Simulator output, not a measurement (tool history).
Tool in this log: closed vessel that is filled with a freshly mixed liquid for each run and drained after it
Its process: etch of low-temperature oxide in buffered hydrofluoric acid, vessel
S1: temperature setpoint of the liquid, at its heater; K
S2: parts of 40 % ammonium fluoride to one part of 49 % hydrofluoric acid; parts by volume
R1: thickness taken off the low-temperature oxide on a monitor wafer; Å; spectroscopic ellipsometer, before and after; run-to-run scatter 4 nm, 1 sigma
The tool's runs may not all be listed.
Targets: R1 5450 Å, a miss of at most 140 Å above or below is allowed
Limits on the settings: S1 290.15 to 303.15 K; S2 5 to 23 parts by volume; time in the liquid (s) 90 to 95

{"run": 1, "day": 0.0, "S1": 295.15, "S2": 14, "time in the liquid (s)": 90, "R1": 2143.9}
{"run": 2, "day": 0.367, "S1": 293.65, "S2": 14, "time in the liquid (s)": 90, "R1": 2008.8}
{"run": 3, "day": 0.738, "S1": 293.65, "S2": 14, "time in the liquid (s)": 95, "R1": 2119}
{"run": 4, "day": 0.9, "S1": 293.65, "S2": 14, "time in the liquid (s)": 90, "R1": 1989.8}
{"run": 5, "day": 1.15, "S1": 293.65, "S2": 14, "time in the liquid (s)": 95, "R1": 2127}
{"run": 6, "day": 1.454, "S1": 293.65, "S2": 12, "time in the liquid (s)": 95, "R1": 2417.9}
{"run": 7, "day": 1.729, "S1": 296.15, "S2": 10.5, "time in the liquid (s)": 95, "R1": 3145.9}
{"run": 8, "day": 1.921, "S1": 297.65, "S2": 10, "time in the liquid (s)": 95, "R1": 3665.6}
{"run": 9, "day": 2.125, "S1": 301.65, "S2": 9.5, "time in the liquid (s)": 95, "R1": 4710}
{"run": 10, "day": 2.275, "S1": 302.15, "S2": 9.5, "time in the liquid (s)": 95, "R1": 4809.8}
{"run": 11, "day": 2.504, "S1": 302.65, "S2": 9.5, "time in the liquid (s)": 95, "R1": 4925.1}
{"run": 12, "day": 2.875, "S1": 302.65, "S2": 9, "time in the liquid (s)": 95, "R1": 5093.4}

Of the 4 settings listed for the next run, only one would bring every result within its allowed miss of target. Which one?
{"run": "A", "day": 3.246, "S1": 301.15, "S2": 8, "time in the liquid (s)": 90, "R1": "?"}
{"run": "B", "day": 3.246, "S1": 302.65, "S2": 8, "time in the liquid (s)": 90, "R1": "?"}
{"run": "C", "day": 3.246, "S1": 298.65, "S2": 6.5, "time in the liquid (s)": 95, "R1": "?"}
{"run": "D", "day": 3.246, "S1": 303.15, "S2": 8, "time in the liquid (s)": 95, "R1": "?"}

move=A R1=5078.6
move=B R1=5497.2
move=C R1=5776.7
move=D R1=5956.9
A: neither nearer nor further off than the last run
B: each result inside its tolerance
C: takes the biggest miss from the last run beyond its target
D: takes the biggest miss from the last run beyond its target
So the answer is move B, the one that meets all the targets.
